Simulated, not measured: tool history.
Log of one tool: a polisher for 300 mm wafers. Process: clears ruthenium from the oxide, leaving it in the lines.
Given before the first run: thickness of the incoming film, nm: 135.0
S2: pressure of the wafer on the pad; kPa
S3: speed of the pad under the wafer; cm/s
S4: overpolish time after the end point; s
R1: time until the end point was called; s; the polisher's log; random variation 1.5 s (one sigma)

Run 1, day 0.000: flow of slurry (ml/min) 185, S2 13.1 kPa, S3 80 cm/s, S4 14 s. Result: R1 173.27 s.
Run 2, day 0.042: flow of slurry (ml/min) 185, S2 13.8 kPa, S3 80 cm/s, S4 14 s. Result: R1 168.02 s.
Run 3, day 0.296: flow of slurry (ml/min) 185, S2 13.8 kPa, S3 80 cm/s, S4 11 s. Result: R1 169.13 s.
Run 4, day 0.617: flow of slurry (ml/min) 185, S2 13.8 kPa, S3 94 cm/s, S4 11 s. Result: R1 148.09 s.
Run 5, day 0.771: flow of slurry (ml/min) 185, S2 13.8 kPa, S3 94 cm/s, S4 11 s. Result: R1 147.40 s.
Run 6, day 1.067: flow of slurry (ml/min) 185, S2 14.5 kPa, S3 94 cm/s, S4 11 s. Result: R1 139.17 s.
Run 7, day 1.375: flow of slurry (ml/min) 190, S2 15.2 kPa, S3 94 cm/s, S4 11 s. Result: R1 128.69 s.

Forecast run 8:
Run 8, day 1.729: flow of slurry (ml/min) 195, S2 15.2 kPa, S3 94 cm/s, S4 11 s. Result: R1 ?.

Run 8 measured R1 131.06 s.
